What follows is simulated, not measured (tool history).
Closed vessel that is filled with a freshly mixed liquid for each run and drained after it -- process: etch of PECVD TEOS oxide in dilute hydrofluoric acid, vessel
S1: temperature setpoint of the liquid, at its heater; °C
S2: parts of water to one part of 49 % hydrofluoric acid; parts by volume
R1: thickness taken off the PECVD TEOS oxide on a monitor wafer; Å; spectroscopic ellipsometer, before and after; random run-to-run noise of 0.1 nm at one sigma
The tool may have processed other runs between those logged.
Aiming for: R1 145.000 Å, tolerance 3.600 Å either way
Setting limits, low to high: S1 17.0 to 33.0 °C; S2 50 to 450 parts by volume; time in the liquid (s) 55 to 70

{"run": 1, "hour": 0.0, "S1": 25.0, "S2": 250, "time in the liquid (s)": 70, "R1": 51.922}
{"run": 2, "hour": 4.8, "S1": 27.0, "S2": 210, "time in the liquid (s)": 70, "R1": 69.417}
{"run": 3, "hour": 11.4, "S1": 28.5, "S2": 210, "time in the liquid (s)": 70, "R1": 72.736}
{"run": 4, "hour": 18.5, "S1": 30.5, "S2": 210, "time in the liquid (s)": 70, "R1": 77.584}
{"run": 5, "hour": 24.2, "S1": 30.5, "S2": 280, "time in the liquid (s)": 70, "R1": 54.356}
{"run": 6, "hour": 29.2, "S1": 31.0, "S2": 235, "time in the liquid (s)": 70, "R1": 69.322}
{"run": 7, "hour": 37.0, "S1": 31.5, "S2": 200, "time in the liquid (s)": 70, "R1": 86.145}
{"run": 8, "hour": 38.1, "S1": 32.0, "S2": 180, "time in the liquid (s)": 70, "R1": 100.24}
{"run": 9, "hour": 42.8, "S1": 32.0, "S2": 180, "time in the liquid (s)": 70, "R1": 99.522}
{"run": 10, "hour": 44.0, "S1": 32.5, "S2": 165, "time in the liquid (s)": 70, "R1": 112.14}
{"run": 11, "hour": 52.4, "S1": 32.5, "S2": 155, "time in the liquid (s)": 70, "R1": 121.41}
{"run": 12, "hour": 61.0, "S1": 32.5, "S2": 150, "time in the liquid (s)": 70, "R1": 126.57}
{"run": 13, "hour": 69.4, "S1": 33.0, "S2": 125, "time in the liquid (s)": 70, "R1": 160.79}
{"run": 14, "hour": 74.4, "S1": 32.5, "S2": 125, "time in the liquid (s)": 70, "R1": 156.71}
{"run": 15, "hour": 80.6, "S1": 32.0, "S2": 125, "time in the liquid (s)": 70, "R1": 153.93}
{"run": 16, "hour": 89.9, "S1": 31.5, "S2": 125, "time in the liquid (s)": 70, "R1": 153.26}
{"run": 17, "hour": 96.0, "S1": 31.0, "S2": 125, "time in the liquid (s)": 70, "R1": 149.39}

Which of these 4 next moves meets every target?
{"run": "A", "hour": 102.1, "S1": 33.0, "S2": 120, "time in the liquid (s)": 65, "R1": "?"}
{"run": "B", "hour": 102.1, "S1": 31.5, "S2": 120, "time in the liquid (s)": 60, "R1": "?"}
{"run": "C", "hour": 102.1, "S1": 30.5, "S2": 120, "time in the liquid (s)": 70, "R1": "?"}
{"run": "D", "hour": 102.1, "S1": 33.0, "S2": 135, "time in the liquid (s)": 70, "R1": "?"}

move=A R1=156.020
move=B R1=136.430
move=C R1=153.470
move=D R1=146.140
A: misses by more than the last run did
B: pushes the last run's worst result past its target
C: misses by more than the last run did
D: all results in spec
The right move is D.
